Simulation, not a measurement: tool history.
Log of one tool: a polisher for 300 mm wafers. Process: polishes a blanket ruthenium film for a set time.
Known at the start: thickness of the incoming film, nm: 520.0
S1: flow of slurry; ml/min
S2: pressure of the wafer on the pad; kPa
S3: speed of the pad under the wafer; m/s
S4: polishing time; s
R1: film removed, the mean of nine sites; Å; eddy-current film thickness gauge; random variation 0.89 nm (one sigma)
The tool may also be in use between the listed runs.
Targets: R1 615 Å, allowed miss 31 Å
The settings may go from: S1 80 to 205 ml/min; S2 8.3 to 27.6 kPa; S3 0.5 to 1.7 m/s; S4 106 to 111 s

run	hour	S1	S2	S3	S4	R1
1	0	135	17.9	1.1	106	1398.7
2	3.3	135	16.5	1.06	106	1262
3	4.9	135	13.8	1.06	106	1068.8
4	12.3	135	13.1	1.02	106	957.02
5	20.5	135	12.4	1	106	884.05
6	27.7	135	12.4	0.78	106	711.17
7	35.9	130	9.7	0.76	106	535.55
8	43.7	135	9.7	0.76	106	548.62

5 next moves are on the table. One of them brings every result within its allowed miss. Which?
A	51.5	145	8.3	0.76	111	?
B	51.5	160	13.8	0.58	107	?
C	51.5	110	9	0.8	106	?
D	51.5	160	9	0.66	107	?
E	51.5	130	9	0.74	107	?

move	R1
A	506.24
B	626.86
C	513.85
D	469.17
E	501.62
A: further off than the last run
B: meets every target
C: further off than the last run
D: further off than the last run
E: further off than the last run
Answer: B

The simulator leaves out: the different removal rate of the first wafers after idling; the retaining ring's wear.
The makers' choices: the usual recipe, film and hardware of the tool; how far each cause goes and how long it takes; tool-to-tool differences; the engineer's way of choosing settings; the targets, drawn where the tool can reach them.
